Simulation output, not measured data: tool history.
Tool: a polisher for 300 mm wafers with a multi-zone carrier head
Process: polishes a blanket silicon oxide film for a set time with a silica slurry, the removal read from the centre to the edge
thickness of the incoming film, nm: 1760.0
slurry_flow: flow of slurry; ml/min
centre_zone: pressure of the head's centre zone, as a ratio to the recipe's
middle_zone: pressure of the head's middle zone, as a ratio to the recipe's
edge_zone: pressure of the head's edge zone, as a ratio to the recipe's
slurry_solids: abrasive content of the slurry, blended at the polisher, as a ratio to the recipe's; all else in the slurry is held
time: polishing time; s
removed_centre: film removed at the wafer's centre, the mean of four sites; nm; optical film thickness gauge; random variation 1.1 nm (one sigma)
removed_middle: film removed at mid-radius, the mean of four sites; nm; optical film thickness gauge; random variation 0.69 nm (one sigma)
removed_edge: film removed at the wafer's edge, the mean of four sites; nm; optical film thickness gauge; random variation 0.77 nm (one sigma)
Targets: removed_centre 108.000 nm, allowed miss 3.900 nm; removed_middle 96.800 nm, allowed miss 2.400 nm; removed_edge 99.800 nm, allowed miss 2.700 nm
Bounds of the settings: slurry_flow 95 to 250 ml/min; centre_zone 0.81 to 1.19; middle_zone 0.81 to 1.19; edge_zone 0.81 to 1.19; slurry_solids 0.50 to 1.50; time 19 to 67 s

run  hour  slurry_flow  centre_zone  middle_zone  edge_zone  slurry_solids  time  removed_centre  removed_middle  removed_edge
  1   0.0          160         1.00         1.00       1.00           1.00    43         122.590         123.340       122.890
  2   2.6          160         1.00         1.00       1.07           1.00    43         123.150         124.590       126.700
  3   5.2          155         1.01         0.99       1.03           0.95    43         119.420         120.310       121.010
  4   7.7          155         1.01         0.99       1.03           1.10    43         128.870         125.790       128.000
  5  10.4          155         1.01         0.99       1.03           1.00    43         122.910         120.970       124.490
  6  17.4          155         1.02         0.98       1.00           0.95    43         122.080         118.000       120.950
  7  19.6          150         1.03         0.97       0.97           0.90    43         120.260         116.000       116.700
  8  21.4          150         1.03         0.97       0.97           0.90    43         120.940         113.930       114.370
  9  26.0          145         1.02         0.96       0.95           0.90    43         119.090         112.620       114.530
 10  32.8          140         1.02         0.95       0.93           0.85    43         116.140         110.580       109.620
 11  39.9          135         1.02         0.93       0.92           0.85    43         114.070         106.800       110.180
 12  42.3          115         1.06         0.91       0.82           0.70    43         108.520          96.429        96.519
 13  43.8          115         1.06         0.91       0.83           0.70    43         110.090          96.120        96.004
 14  49.3          115         1.05         0.91       0.84           0.70    43         104.830          95.198        96.577

Which of these 4 next moves meets every target?
  A  54.8           95         1.05         0.89       0.85           0.75    44               ?               ?             ?
  B  54.8          105         1.06         0.94       0.84           0.65    44               ?               ?             ?
  C  54.8          130         1.08         0.97       0.81           0.50    46               ?               ?             ?
  D  54.8           95         1.01         0.86       1.00           0.65    43               ?               ?             ?

move  removed_centre  removed_middle  removed_edge
   A         110.900          96.834       100.220
   B         107.540          97.116        95.106
   C         106.650          96.650        89.983
   D          98.583          87.036        99.972
A: meets every target
B: further off than the last run
C: further off than the last run
D: brings the result that was furthest off to its target, and leaves another outside
Answer: A
